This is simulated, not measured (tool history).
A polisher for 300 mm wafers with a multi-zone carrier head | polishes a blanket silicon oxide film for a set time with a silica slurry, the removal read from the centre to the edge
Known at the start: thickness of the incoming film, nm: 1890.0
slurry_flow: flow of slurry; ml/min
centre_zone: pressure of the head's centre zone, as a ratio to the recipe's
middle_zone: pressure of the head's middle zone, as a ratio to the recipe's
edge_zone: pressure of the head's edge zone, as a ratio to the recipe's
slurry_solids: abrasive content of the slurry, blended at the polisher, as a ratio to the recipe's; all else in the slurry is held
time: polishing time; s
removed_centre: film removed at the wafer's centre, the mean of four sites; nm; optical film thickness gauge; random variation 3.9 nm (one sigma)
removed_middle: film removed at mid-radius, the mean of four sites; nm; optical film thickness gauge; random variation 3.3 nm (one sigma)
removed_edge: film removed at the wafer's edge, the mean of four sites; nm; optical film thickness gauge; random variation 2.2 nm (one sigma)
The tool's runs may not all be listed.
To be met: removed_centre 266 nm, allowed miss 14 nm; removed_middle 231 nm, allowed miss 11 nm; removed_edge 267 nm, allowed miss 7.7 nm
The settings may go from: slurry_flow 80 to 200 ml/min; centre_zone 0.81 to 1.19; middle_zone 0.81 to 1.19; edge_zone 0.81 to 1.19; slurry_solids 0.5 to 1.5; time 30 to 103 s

| run | hour | slurry_flow | centre_zone | middle_zone | edge_zone | slurry_solids | time | removed_centre | removed_middle | removed_edge |
|---|---|---|---|---|---|---|---|---|---|---|
| 1 | 0 | 130 | 1 | 1 | 1 | 1 | 66 | 232.71 | 237.54 | 220.08 |
| 2 | 5.4 | 130 | 1 | 1 | 1 | 1 | 59 | 196.38 | 204.98 | 197.93 |
| 3 | 14.4 | 130 | 1.07 | 1 | 1 | 1 | 59 | 218.14 | 211.65 | 200.79 |
| 4 | 19.6 | 135 | 1.07 | 0.97 | 1.05 | 1.1 | 59 | 231.47 | 216.63 | 218.44 |
| 5 | 22.4 | 135 | 1.14 | 0.97 | 1.05 | 1.1 | 59 | 250.15 | 216.61 | 217.05 |
| 6 | 28.6 | 135 | 1.07 | 0.97 | 1.05 | 1.1 | 59 | 237.36 | 220.18 | 218.54 |
| 7 | 32.4 | 140 | 1.05 | 0.94 | 1.08 | 1.15 | 59 | 240.71 | 217.66 | 227.09 |
| 8 | 39.8 | 145 | 1.04 | 0.93 | 1.11 | 1.2 | 59 | 240.99 | 222.95 | 234.36 |

Which of these 5 next moves meets every target?
| A | 47.2 | 130 | 1.02 | 0.83 | 1.05 | 1.15 | 77 | ? | ? | ? |
| B | 47.2 | 175 | 1.05 | 0.87 | 1.19 | 1.05 | 68 | ? | ? | ? |
| C | 47.2 | 90 | 0.91 | 0.81 | 1.19 | 1.45 | 65 | ? | ? | ? |
| D | 47.2 | 115 | 0.97 | 1.03 | 1.14 | 1.3 | 60 | ? | ? | ? |
| E | 47.2 | 125 | 0.99 | 0.81 | 1.14 | 1.3 | 68 | ? | ? | ? |

| move | removed_centre | removed_middle | removed_edge |
|---|---|---|---|
| A | 297.95 | 254.62 | 292.29 |
| B | 271.32 | 232.45 | 269.96 |
| C | 231.34 | 219.78 | 280.26 |
| D | 229.41 | 247.34 | 248.15 |
| E | 269.54 | 232.96 | 285 |
A: takes the result that was furthest off past its target
B: meets every target
C: takes the result that was furthest off past its target
D: nearer than the last run, and not there yet
E: takes the result that was furthest off past its target
Move B is the one to make.

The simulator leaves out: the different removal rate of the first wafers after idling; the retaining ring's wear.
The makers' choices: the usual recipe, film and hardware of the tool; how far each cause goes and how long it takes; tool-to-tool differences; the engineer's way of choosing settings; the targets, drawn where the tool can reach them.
